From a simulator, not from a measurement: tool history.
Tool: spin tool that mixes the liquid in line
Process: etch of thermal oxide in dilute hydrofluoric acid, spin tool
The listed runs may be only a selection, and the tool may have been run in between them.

run,day,temperature setpoint of the liquid (C),parts of water to one part of 49 % hydrofluoric acid (parts by volume),time under the liquid (s),thickness taken off the thermal oxide on a monitor wafer (angstrom)
1,0,22,240,70,9.4731
2,0.329,21.5,240,70,9.4101
3,0.429,23,240,70,9.8369
4,0.512,22,240,70,9.5345
5,0.838,22,240,70,9.3538
6,0.871,21.5,240,70,9.3495

The next listed run, before its measurement:
7,0.908,21,240,70,?

thickness taken off the thermal oxide on a monitor wafer (angstrom): 9.3317
